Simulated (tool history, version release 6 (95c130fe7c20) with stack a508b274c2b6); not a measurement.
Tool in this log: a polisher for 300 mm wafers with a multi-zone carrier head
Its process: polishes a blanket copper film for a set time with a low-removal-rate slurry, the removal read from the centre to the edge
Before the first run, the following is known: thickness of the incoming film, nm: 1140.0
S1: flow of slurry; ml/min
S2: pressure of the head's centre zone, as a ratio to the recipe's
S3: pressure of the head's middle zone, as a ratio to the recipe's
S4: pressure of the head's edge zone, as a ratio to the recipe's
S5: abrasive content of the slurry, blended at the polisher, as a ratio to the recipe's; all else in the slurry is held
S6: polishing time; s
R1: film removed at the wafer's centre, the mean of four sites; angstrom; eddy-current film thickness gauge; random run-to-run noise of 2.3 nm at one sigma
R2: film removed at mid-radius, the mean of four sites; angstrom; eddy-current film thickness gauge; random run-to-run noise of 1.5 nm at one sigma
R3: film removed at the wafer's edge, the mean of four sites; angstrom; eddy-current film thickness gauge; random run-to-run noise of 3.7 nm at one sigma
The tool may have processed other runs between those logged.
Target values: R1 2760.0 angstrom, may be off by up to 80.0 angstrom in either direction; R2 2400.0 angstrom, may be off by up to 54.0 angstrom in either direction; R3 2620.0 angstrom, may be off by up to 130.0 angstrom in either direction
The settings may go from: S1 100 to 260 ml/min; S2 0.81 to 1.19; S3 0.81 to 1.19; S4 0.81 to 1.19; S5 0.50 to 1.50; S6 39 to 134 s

Run 1, hour 0.0: S1 165 ml/min, S2 1.00, S3 1.00, S4 1.00, S5 1.00, S6 86 s. Result: R1 3094.6 angstrom, R2 3098.9 angstrom, R3 3060.4 angstrom.
Run 2, hour 0.7: S1 165 ml/min, S2 1.00, S3 1.00, S4 1.00, S5 1.00, S6 102 s. Result: R1 3730.5 angstrom, R2 3728.4 angstrom, R3 3686.3 angstrom.
Run 3, hour 7.0: S1 155 ml/min, S2 1.00, S3 0.94, S4 0.96, S5 0.85, S6 98 s. Result: R1 3381.2 angstrom, R2 3250.5 angstrom, R3 3299.5 angstrom.
Run 4, hour 14.7: S1 145 ml/min, S2 1.01, S3 0.90, S4 0.94, S5 0.75, S6 95 s. Result: R1 3154.9 angstrom, R2 2948.1 angstrom, R3 3130.5 angstrom.
Run 5, hour 21.9: S1 140 ml/min, S2 1.02, S3 0.87, S4 0.90, S5 0.65, S6 93 s. Result: R1 3029.5 angstrom, R2 2713.2 angstrom, R3 2869.6 angstrom.
Run 6, hour 27.0: S1 130 ml/min, S2 1.02, S3 0.85, S4 0.88, S5 0.60, S6 93 s. Result: R1 2956.0 angstrom, R2 2574.5 angstrom, R3 2799.9 angstrom.
Run 7, hour 32.5: S1 125 ml/min, S2 1.01, S3 0.84, S4 0.86, S5 0.60, S6 93 s. Result: R1 2944.5 angstrom, R2 2553.0 angstrom, R3 2805.1 angstrom.
Run 8, hour 39.4: S1 125 ml/min, S2 1.01, S3 0.84, S4 0.85, S5 0.55, S6 92 s. Result: R1 2823.0 angstrom, R2 2508.8 angstrom, R3 2730.5 angstrom.
Run 9, hour 47.5: S1 120 ml/min, S2 1.01, S3 0.84, S4 0.84, S5 0.55, S6 92 s. Result: R1 2821.3 angstrom, R2 2461.7 angstrom, R3 2611.0 angstrom.
Run 10, hour 55.3: S1 120 ml/min, S2 1.01, S3 0.84, S4 0.84, S5 0.55, S6 92 s. Result: R1 2804.3 angstrom, R2 2467.1 angstrom, R3 2609.3 angstrom.

Exactly one of the 5 candidate moves below puts every result within its allowed miss. Which one?
Run A, hour 63.1: S1 135 ml/min, S2 0.99, S3 0.93, S4 0.81, S5 0.55, S6 90 s. Result: R1 ?, R2 ?, R3 ?.
Run B, hour 63.1: S1 100 ml/min, S2 1.00, S3 0.82, S4 0.85, S5 1.05, S6 81 s. Result: R1 ?, R2 ?, R3 ?.
Run C, hour 63.1: S1 160 ml/min, S2 1.09, S3 0.81, S4 0.89, S5 0.55, S6 85 s. Result: R1 ?, R2 ?, R3 ?.
Run D, hour 63.1: S1 155 ml/min, S2 1.00, S3 0.86, S4 0.81, S5 0.55, S6 91 s. Result: R1 ?, R2 ?, R3 ?.
Run E, hour 63.1: S1 180 ml/min, S2 1.05, S3 0.94, S4 0.84, S5 0.50, S6 89 s. Result: R1 ?, R2 ?, R3 ?.

move      R1      R2      R3
   A  2732.7  2661.4  2584.2
   B  2724.5  2395.8  2648.7
   C  2905.3  2302.1  2580.9
   D  2841.0  2572.6  2645.7
   E  2920.5  2690.6  2607.5
A: misses by more than the last run did
B: every result lands within tolerance
C: takes the biggest miss from the last run beyond its target
D: misses by more than the last run did
E: misses by more than the last run did
Correct choice: B, which meets every target
